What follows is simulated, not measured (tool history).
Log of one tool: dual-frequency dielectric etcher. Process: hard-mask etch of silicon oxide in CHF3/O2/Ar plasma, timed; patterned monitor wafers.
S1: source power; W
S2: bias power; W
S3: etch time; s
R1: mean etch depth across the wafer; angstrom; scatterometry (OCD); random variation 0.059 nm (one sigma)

run	hour	S1	S2	S3	R1
1	0.0	500	181	15	239.38
2	2.6	440	164	15	216.55
3	10.2	510	164	15	227.51
4	19.1	480	164	15	223.81
5	24.4	480	141	15	205.17
6	28.3	530	141	15	212.55
7	31.7	480	140	15	205.51
8	36.0	440	139	15	199.04

Run 9 comes next. What will it give?
9	36.6	420	139	15	?

Run 9 gave R1 196.27 angstrom.

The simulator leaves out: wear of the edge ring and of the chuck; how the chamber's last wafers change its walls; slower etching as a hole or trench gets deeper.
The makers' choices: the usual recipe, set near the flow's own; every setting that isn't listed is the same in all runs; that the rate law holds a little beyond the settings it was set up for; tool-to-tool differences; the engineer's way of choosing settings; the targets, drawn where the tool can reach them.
